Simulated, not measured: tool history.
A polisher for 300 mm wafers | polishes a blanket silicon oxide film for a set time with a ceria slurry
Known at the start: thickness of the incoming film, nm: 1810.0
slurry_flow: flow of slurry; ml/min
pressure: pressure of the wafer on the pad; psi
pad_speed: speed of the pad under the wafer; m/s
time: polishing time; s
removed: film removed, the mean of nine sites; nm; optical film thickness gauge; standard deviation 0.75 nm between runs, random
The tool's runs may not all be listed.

Run 1, hour 0.0: slurry_flow 295 ml/min, pressure 3.7 psi, pad_speed 1.08 m/s, time 22 s. Result: removed 108.080 nm.
Run 2, hour 6.6: slurry_flow 365 ml/min, pressure 3.7 psi, pad_speed 1.08 m/s, time 22 s. Result: removed 112.090 nm.
Run 3, hour 12.1: slurry_flow 350 ml/min, pressure 3.5 psi, pad_speed 1.08 m/s, time 22 s. Result: removed 104.650 nm.
Run 4, hour 17.7: slurry_flow 350 ml/min, pressure 3.9 psi, pad_speed 1.08 m/s, time 22 s. Result: removed 117.550 nm.
Run 5, hour 24.4: slurry_flow 420 ml/min, pressure 3.9 psi, pad_speed 1.08 m/s, time 22 s. Result: removed 118.400 nm.
Run 6, hour 33.4: slurry_flow 420 ml/min, pressure 3.5 psi, pad_speed 1.08 m/s, time 22 s. Result: removed 104.620 nm.
Run 7, hour 41.2: slurry_flow 420 ml/min, pressure 3.5 psi, pad_speed 1.08 m/s, time 22 s. Result: removed 106.950 nm.
Run 8, hour 47.9: slurry_flow 420 ml/min, pressure 3.5 psi, pad_speed 1.08 m/s, time 22 s. Result: removed 106.070 nm.
Run 9, hour 51.1: slurry_flow 420 ml/min, pressure 3.3 psi, pad_speed 1.08 m/s, time 22 s. Result: removed 100.290 nm.
Run 10, hour 59.3: slurry_flow 420 ml/min, pressure 3.3 psi, pad_speed 1.08 m/s, time 22 s. Result: removed 99.435 nm.

Run 11 is up next; what results do you expect?
Run 11, hour 63.7: slurry_flow 420 ml/min, pressure 3.2 psi, pad_speed 1.08 m/s, time 22 s. Result: removed ?.

{"run 11": {"removed": 97.529}}
